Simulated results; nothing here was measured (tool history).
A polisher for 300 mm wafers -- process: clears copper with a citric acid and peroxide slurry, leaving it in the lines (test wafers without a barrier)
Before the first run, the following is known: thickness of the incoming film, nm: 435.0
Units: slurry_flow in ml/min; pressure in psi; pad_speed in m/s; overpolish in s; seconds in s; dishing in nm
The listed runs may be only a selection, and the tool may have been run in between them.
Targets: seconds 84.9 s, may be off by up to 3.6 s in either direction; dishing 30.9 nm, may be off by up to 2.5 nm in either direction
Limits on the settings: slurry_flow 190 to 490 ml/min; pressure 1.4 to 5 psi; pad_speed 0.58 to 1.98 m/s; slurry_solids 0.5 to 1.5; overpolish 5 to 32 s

run,hour,slurry_flow,pressure,pad_speed,slurry_solids,overpolish,seconds,dishing
1,0,315,3.2,1.28,1,16,141.27,36.16
2,2.1,315,3.7,1.3,1,12,125.2,31.638
3,10,315,4.1,1.34,1,10,110.23,29.54
4,13.1,315,4.1,1.34,0.8,10,116.29,28.959
5,16.8,315,4.1,1.34,1,10,110.95,28.141
6,21.8,315,4.1,1.34,1.1,10,110.99,29.869
7,28.4,315,4.4,1.38,1.1,9,101.76,30.086
8,29.8,315,4.6,1.42,1.1,8,93.463,28.289
9,35.1,315,5,1.44,1.1,9,87.105,33.703
10,42.8,315,5,1.46,1.1,7,85.504,27.606

Exercise: of the 4 proposed moves below, exactly one satisfies all targets within the stated allowed misses. Which move is it?
A,50.5,335,4.8,1.52,1.1,8,?,?
B,50.5,380,5,1.34,1,9,?,?
C,50.5,330,4.2,1.7,1.05,10,?,?
D,50.5,320,5,1.6,1.15,9,?,?

move,seconds,dishing
A,84.923,29.933
B,93.292,30.594
C,85.628,35.6
D,77.834,35.591
A: every result within its allowed miss
B: puts the biggest miss on target and leaves a different result outside tolerance
C: carries the result that was furthest off beyond its target, to the other side
D: carries the result that was furthest off beyond its target, to the other side
Move A is the one to make.
